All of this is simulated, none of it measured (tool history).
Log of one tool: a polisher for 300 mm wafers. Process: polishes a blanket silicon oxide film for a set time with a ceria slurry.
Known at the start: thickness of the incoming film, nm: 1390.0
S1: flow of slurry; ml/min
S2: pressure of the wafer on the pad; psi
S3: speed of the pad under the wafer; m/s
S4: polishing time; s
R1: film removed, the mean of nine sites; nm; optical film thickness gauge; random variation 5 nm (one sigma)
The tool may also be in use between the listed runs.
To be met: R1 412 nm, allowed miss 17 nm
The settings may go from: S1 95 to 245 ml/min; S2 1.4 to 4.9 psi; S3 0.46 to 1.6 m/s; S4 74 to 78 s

run  hour   S1   S2    S3  S4      R1
  1     0  155  3.1  1.02  74  294.48
  2   2.9  160  3.3  1.02  74  316.42
  3  11.5  165  3.5  1.02  74  332.01
  4  17.2  150  3.5  1.02  74  320.01
  5  19.6  150  3.5  0.84  74  269.29
  6    24  160  3.8  0.84  74  299.87
  7  26.7  170    4  0.84  74  315.68
  8  34.5  175  4.2  0.84  74  333.05
  9  38.1  175  4.4  0.84  74  348.17
 10  39.4  180  4.5  0.84  74  355.99
 11  40.8  180  4.6  0.86  74  373.46
 12    45  180  4.7  0.86  74  382.87

4 next moves are on the table. One of them brings every result within its allowed miss. Which?
  A  49.2  235  4.6  0.92  74   ?
  B  49.2  175  4.9  0.94  76   ?
  C  49.2  145  4.8     1  78   ?
  D  49.2  165  4.9  0.98  75   ?

move      R1
   A   423.2
   B  453.37
   C  468.14
   D   461.3
A: meets every target
B: takes the result that was furthest off past its target
C: takes the result that was furthest off past its target
D: takes the result that was furthest off past its target
The right move is A.
